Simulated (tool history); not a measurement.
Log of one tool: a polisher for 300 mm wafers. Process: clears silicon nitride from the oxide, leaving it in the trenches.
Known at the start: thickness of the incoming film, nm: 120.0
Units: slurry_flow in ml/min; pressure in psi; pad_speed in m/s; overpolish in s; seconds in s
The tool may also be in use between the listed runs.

{"run": 1, "day": 0.0, "slurry_flow": 125, "pressure": 2.7, "pad_speed": 1.28, "overpolish": 6, "seconds": 110.14}
{"run": 2, "day": 0.142, "slurry_flow": 135, "pressure": 3, "pad_speed": 1.28, "overpolish": 6, "seconds": 97.352}
{"run": 3, "day": 0.333, "slurry_flow": 145, "pressure": 3, "pad_speed": 1.28, "overpolish": 6, "seconds": 95.442}
{"run": 4, "day": 0.388, "slurry_flow": 150, "pressure": 3.2, "pad_speed": 1.28, "overpolish": 6, "seconds": 90.403}
{"run": 5, "day": 0.417, "slurry_flow": 120, "pressure": 3.2, "pad_speed": 1.28, "overpolish": 6, "seconds": 92.79}
{"run": 6, "day": 0.717, "slurry_flow": 150, "pressure": 3.2, "pad_speed": 1.28, "overpolish": 6, "seconds": 90.071}
{"run": 7, "day": 0.788, "slurry_flow": 150, "pressure": 3.2, "pad_speed": 1.28, "overpolish": 6, "seconds": 87.925}
{"run": 8, "day": 0.971, "slurry_flow": 155, "pressure": 3.3, "pad_speed": 1.28, "overpolish": 6, "seconds": 86.624}
{"run": 9, "day": 1.142, "slurry_flow": 155, "pressure": 3.4, "pad_speed": 1.28, "overpolish": 6, "seconds": 83.94}
{"run": 10, "day": 1.442, "slurry_flow": 155, "pressure": 3.5, "pad_speed": 1.28, "overpolish": 6, "seconds": 81.366}

Run 11 comes next. What will it give?
{"run": 11, "day": 1.554, "slurry_flow": 155, "pressure": 3.6, "pad_speed": 1.28, "overpolish": 6, "seconds": "?"}

Run 11 gave seconds 78.196 s.

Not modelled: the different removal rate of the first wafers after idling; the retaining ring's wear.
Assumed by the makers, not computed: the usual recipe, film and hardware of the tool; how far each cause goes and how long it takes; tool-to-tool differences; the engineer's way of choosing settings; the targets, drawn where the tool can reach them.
